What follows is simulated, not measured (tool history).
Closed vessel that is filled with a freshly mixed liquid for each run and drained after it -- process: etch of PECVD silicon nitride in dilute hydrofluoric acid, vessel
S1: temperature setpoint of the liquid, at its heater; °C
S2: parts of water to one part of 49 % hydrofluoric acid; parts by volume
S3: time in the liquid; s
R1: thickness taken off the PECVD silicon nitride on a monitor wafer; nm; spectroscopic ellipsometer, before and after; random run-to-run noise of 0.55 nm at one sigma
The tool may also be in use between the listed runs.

Run 1, day 0.000: S1 25.0 °C, S2 155 parts by volume, S3 1420 s. Result: R1 30.134 nm.
Run 2, day 0.058: S1 27.5 °C, S2 130 parts by volume, S3 1420 s. Result: R1 41.608 nm.
Run 3, day 0.179: S1 27.5 °C, S2 160 parts by volume, S3 1420 s. Result: R1 33.709 nm.
Run 4, day 0.529: S1 29.0 °C, S2 130 parts by volume, S3 1420 s. Result: R1 45.632 nm.
Run 5, day 0.746: S1 30.0 °C, S2 110 parts by volume, S3 1420 s. Result: R1 57.813 nm.
Run 6, day 0.846: S1 31.0 °C, S2 100 parts by volume, S3 1420 s. Result: R1 67.178 nm.
Run 7, day 1.000: S1 33.0 °C, S2 70 parts by volume, S3 1420 s. Result: R1 109.410 nm.

Forecast run 8:
Run 8, day 1.112: S1 32.5 °C, S2 70 parts by volume, S3 1420 s. Result: R1 ?.

For run 8 the tool returned R1 107.190 nm.

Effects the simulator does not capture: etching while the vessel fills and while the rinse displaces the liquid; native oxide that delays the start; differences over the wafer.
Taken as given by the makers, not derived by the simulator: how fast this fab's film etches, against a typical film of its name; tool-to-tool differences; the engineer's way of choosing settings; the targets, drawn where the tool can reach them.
